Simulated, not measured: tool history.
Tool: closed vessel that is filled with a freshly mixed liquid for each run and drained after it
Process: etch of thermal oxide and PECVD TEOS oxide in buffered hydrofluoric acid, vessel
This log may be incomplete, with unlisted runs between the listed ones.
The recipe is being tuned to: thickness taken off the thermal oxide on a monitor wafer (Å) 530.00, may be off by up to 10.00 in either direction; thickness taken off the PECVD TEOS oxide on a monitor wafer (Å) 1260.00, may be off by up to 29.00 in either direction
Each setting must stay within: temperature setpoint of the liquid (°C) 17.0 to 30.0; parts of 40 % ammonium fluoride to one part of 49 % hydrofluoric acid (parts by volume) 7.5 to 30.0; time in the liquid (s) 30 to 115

run	hour	temperature setpoint of the liquid (°C)	parts of 40 % ammonium fluoride to one part of 49 % hydrofluoric acid (parts by volume)	time in the liquid (s)	thickness taken off the thermal oxide on a monitor wafer (Å)	thickness taken off the PECVD TEOS oxide on a monitor wafer (Å)
1	0.0	22.0	21.0	60	319.54	761.64
2	2.6	23.0	20.5	60	339.97	819.74
3	6.0	21.5	20.5	60	314.99	745.34
4	14.2	22.5	20.0	60	338.34	800.97
5	20.3	22.5	25.5	60	285.66	683.25
6	22.6	22.5	25.5	75	360.72	851.92
7	30.6	23.5	25.5	75	380.62	898.57
8	36.2	24.5	25.5	75	403.01	953.72
9	40.2	25.0	25.5	75	412.04	983.08
10	47.8	25.0	25.5	75	414.84	983.27
11	52.3	25.5	25.5	75	423.46	1016.00
12	58.5	26.0	25.5	75	433.56	1034.80
13	67.5	26.5	25.5	75	450.72	1061.20
14	73.4	27.0	25.5	75	461.22	1093.90
15	77.6	27.5	25.5	75	471.19	1120.20

Exercise: of the 4 proposed moves below, exactly one satisfies all targets within the stated allowed misses. Which move is it?
A	81.8	26.5	27.5	90	?	?
B	81.8	23.5	30.0	100	?	?
C	81.8	27.5	22.0	80	?	?
D	81.8	30.0	17.5	55	?	?

move	thickness taken off the thermal oxide on a monitor wafer (Å)	thickness taken off the PECVD TEOS oxide on a monitor wafer (Å)
A	507.53	1205.00
B	450.82	1070.30
C	554.86	1317.40
D	530.32	1259.10
A: moves toward the targets from the last run without getting all of them in spec
B: further off than the last run
C: pushes the last run's worst result past its target
D: meets every target
Answer: D
